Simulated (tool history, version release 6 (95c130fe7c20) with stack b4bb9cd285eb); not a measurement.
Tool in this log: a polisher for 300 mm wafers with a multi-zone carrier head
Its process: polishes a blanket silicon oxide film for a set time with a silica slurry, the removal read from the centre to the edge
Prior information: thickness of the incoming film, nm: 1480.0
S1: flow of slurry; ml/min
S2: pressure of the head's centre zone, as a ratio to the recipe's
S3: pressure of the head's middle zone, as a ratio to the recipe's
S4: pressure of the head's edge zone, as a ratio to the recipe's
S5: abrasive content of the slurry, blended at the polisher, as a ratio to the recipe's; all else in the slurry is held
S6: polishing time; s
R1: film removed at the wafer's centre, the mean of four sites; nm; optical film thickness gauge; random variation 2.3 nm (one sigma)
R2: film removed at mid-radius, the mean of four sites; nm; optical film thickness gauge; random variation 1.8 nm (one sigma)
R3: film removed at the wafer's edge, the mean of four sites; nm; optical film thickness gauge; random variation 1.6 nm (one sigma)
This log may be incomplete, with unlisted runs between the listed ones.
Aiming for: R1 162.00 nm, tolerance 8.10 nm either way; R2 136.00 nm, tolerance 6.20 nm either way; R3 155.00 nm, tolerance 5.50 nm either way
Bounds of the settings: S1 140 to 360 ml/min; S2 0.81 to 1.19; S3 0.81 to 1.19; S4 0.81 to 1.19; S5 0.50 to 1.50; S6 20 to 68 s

run	hour	S1	S2	S3	S4	S5	S6	R1	R2	R3
1	0.0	230	1.00	1.00	1.00	1.00	44	110.24	111.07	108.53
2	4.5	190	1.00	1.00	1.00	1.00	44	104.02	105.50	106.18
3	12.2	190	1.00	1.07	1.00	1.00	44	105.29	113.48	107.06
4	20.7	145	1.00	1.07	1.00	1.00	44	100.32	105.53	102.22
5	25.1	160	1.02	1.05	1.02	1.05	44	108.85	111.13	108.95
6	28.4	160	0.96	1.05	1.02	1.05	44	100.39	111.67	111.43
7	37.0	170	0.98	1.03	1.04	1.10	44	105.25	116.06	115.30
8	41.0	140	1.08	0.93	1.14	1.35	49	140.82	123.24	143.97
9	42.8	145	1.09	0.93	1.15	1.35	49	145.52	124.48	146.58
10	48.8	150	1.09	0.93	1.15	1.35	49	144.69	126.60	146.98
11	57.6	155	1.10	0.93	1.15	1.35	49	146.77	127.46	149.99

Which single option among these 4 for the next run brings every result within its allowed miss of target? Just one does.
A	66.4	145	1.12	0.81	1.19	1.45	52	?	?	?
B	66.4	200	1.15	0.82	1.18	1.30	50	?	?	?
C	66.4	215	0.93	0.81	1.19	1.20	55	?	?	?
D	66.4	150	1.16	0.96	1.15	1.25	53	?	?	?

move	R1	R2	R3
A	163.98	125.06	164.07
B	165.60	123.17	156.49
C	142.93	130.34	167.35
D	163.09	137.86	153.74
A: meets the target for the result that was furthest off, but another lies outside its allowed miss
B: meets the target for the result that was furthest off, but another lies outside its allowed miss
C: the biggest miss grows against the last run
D: in spec on every target
Go with D: it meets all targets.

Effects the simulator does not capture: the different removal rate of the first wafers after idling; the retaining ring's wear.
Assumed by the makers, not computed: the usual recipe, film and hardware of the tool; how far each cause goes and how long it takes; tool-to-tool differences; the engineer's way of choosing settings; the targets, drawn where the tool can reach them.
